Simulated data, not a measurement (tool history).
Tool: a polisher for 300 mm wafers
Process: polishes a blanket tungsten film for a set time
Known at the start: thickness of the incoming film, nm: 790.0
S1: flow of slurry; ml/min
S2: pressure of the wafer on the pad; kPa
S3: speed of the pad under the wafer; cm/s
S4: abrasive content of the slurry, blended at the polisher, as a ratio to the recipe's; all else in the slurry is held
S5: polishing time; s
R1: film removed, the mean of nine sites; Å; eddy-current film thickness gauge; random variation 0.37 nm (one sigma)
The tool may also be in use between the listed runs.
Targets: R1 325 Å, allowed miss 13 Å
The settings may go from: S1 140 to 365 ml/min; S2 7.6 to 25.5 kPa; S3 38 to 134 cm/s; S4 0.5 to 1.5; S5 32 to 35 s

run 1 day=0 | S1=235 S2=16.5 S3=86 S4=1 S5=35 | R1=842.14
run 2 day=0.367 | S1=235 S2=13.8 S3=76 S4=1 S5=35 | R1=631.62
run 3 day=0.504 | S1=235 S2=13.8 S3=76 S4=0.8 S5=35 | R1=599.52
run 4 day=0.792 | S1=205 S2=13.8 S3=76 S4=0.8 S5=35 | R1=587
run 5 day=1.058 | S1=175 S2=13.8 S3=76 S4=0.8 S5=35 | R1=573.25
run 6 day=1.133 | S1=175 S2=11.7 S3=72 S4=0.8 S5=35 | R1=465.81
run 7 day=1.204 | S1=170 S2=10.3 S3=70 S4=0.8 S5=35 | R1=405.39
run 8 day=1.433 | S1=170 S2=9.7 S3=70 S4=0.8 S5=35 | R1=375.7
run 9 day=1.621 | S1=170 S2=9 S3=70 S4=0.8 S5=35 | R1=352.74

5 next moves are on the table. One of them brings every result within its allowed miss. Which?
run A day=1.808 | S1=140 S2=9 S3=78 S4=0.8 S5=33 | R1=?
run B day=1.808 | S1=175 S2=7.6 S3=78 S4=0.75 S5=32 | R1=?
run C day=1.808 | S1=215 S2=8.3 S3=76 S4=0.75 S5=32 | R1=?
run D day=1.808 | S1=185 S2=11 S3=58 S4=0.85 S5=35 | R1=?
run E day=1.808 | S1=175 S2=9 S3=74 S4=0.65 S5=35 | R1=?

move=A R1=346.83
move=B R1=297.02
move=C R1=324.55
move=D R1=359.97
move=E R1=352.15
A: nearer than the last run, and not there yet
B: takes the result that was furthest off past its target
C: meets every target
D: further off than the last run
E: as far off as the last run
The right move is C.
